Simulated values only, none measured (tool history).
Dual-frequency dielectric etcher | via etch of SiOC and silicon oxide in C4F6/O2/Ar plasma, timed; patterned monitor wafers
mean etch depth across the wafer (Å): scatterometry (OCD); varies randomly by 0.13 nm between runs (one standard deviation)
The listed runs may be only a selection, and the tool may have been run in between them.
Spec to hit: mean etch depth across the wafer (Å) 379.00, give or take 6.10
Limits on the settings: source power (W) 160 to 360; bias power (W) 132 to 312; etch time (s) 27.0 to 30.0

run,day,source power (W),bias power (W),etch time (s),mean etch depth across the wafer (Å)
1,0.000,260,222,30.0,308.18
2,0.279,270,227,30.0,316.07
3,0.508,280,231,30.0,320.93
4,0.738,250,231,30.0,307.32
5,0.938,250,231,27.0,276.11
6,1.146,270,231,27.0,284.82
7,1.383,320,276,29.5,361.78
8,1.488,330,278,29.5,364.44

Which of these 5 next moves meets every target?
A,1.592,350,300,29.0,?
B,1.592,320,296,28.0,?
C,1.592,320,282,28.5,?
D,1.592,340,256,29.0,?
E,1.592,330,271,28.5,?

move,mean etch depth across the wafer (Å)
A,379.47
B,351.23
C,350.69
D,352.23
E,349.65
A: hits every target within its allowed miss
B: lands further from the targets than the last run did
C: lands further from the targets than the last run did
D: lands further from the targets than the last run did
E: lands further from the targets than the last run did
Move A is the one to make.
